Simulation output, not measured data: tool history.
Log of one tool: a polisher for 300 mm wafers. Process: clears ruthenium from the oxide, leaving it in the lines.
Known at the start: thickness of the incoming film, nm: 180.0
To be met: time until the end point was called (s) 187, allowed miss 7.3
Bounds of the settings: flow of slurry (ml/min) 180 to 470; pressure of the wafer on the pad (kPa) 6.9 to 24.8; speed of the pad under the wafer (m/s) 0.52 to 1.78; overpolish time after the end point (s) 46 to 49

run	hour	flow of slurry (ml/min)	pressure of the wafer on the pad (kPa)	speed of the pad under the wafer (m/s)	overpolish time after the end point (s)	time until the end point was called (s)
1	0	300	15.9	1.14	46	124.12
2	1.6	300	13.8	1.14	46	138.59
3	6.6	300	12.4	1.14	46	155.45
4	9.8	300	11.7	1.14	46	164.79
5	14.1	300	11.7	1.14	49	163.18
6	19.3	300	15.2	1.14	49	128.63
7	21.3	300	13.1	1.14	49	150.82
8	22	300	12.4	1.14	49	154.02
9	24.9	300	11.7	1.14	49	164.7
10	30.3	300	11	1.14	49	179.69

Which of these 4 next moves meets every target?
A	35.7	350	12.4	1	47	?
B	35.7	265	10.3	1.12	47	?
C	35.7	330	11.7	1.12	49	?
D	35.7	220	9	1.56	46	?

move	time until the end point was called (s)
A	169.41
B	190.18
C	166.44
D	173.91
A: further off than the last run
B: meets every target
C: further off than the last run
D: further off than the last run
Answer: B

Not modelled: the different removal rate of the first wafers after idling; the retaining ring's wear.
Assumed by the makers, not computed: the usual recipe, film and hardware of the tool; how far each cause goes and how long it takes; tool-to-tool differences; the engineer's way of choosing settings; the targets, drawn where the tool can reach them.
